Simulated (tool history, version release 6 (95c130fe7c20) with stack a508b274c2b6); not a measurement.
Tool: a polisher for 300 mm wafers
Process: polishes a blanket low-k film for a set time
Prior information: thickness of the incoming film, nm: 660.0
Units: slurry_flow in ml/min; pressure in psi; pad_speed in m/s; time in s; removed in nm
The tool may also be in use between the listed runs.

{"run": 1, "hour": 0.0, "slurry_flow": 275, "pressure": 1.3, "pad_speed": 0.96, "slurry_solids": 1.0, "time": 70, "removed": 15.729}
{"run": 2, "hour": 1.1, "slurry_flow": 275, "pressure": 1.3, "pad_speed": 0.96, "slurry_solids": 0.8, "time": 70, "removed": 14.466}
{"run": 3, "hour": 9.4, "slurry_flow": 275, "pressure": 1.5, "pad_speed": 0.96, "slurry_solids": 0.8, "time": 70, "removed": 16.579}
{"run": 4, "hour": 14.0, "slurry_flow": 275, "pressure": 1.5, "pad_speed": 0.96, "slurry_solids": 0.65, "time": 70, "removed": 14.994}
{"run": 5, "hour": 20.5, "slurry_flow": 275, "pressure": 1.7, "pad_speed": 0.98, "slurry_solids": 0.65, "time": 70, "removed": 17.155}
{"run": 6, "hour": 22.7, "slurry_flow": 275, "pressure": 1.8, "pad_speed": 1.02, "slurry_solids": 0.65, "time": 70, "removed": 18.616}
{"run": 7, "hour": 27.6, "slurry_flow": 275, "pressure": 1.9, "pad_speed": 1.06, "slurry_solids": 0.65, "time": 70, "removed": 20.18}
{"run": 8, "hour": 29.2, "slurry_flow": 275, "pressure": 2.0, "pad_speed": 1.1, "slurry_solids": 0.65, "time": 70, "removed": 21.821}
{"run": 9, "hour": 30.5, "slurry_flow": 275, "pressure": 2.0, "pad_speed": 1.12, "slurry_solids": 0.65, "time": 70, "removed": 22.081}
{"run": 10, "hour": 34.4, "slurry_flow": 275, "pressure": 2.0, "pad_speed": 1.14, "slurry_solids": 0.65, "time": 70, "removed": 22.286}

Run 11 comes next. What will it give?
{"run": 11, "hour": 39.0, "slurry_flow": 275, "pressure": 2.0, "pad_speed": 1.16, "slurry_solids": 0.65, "time": 70, "removed": "?"}

removed: 22.805 nm
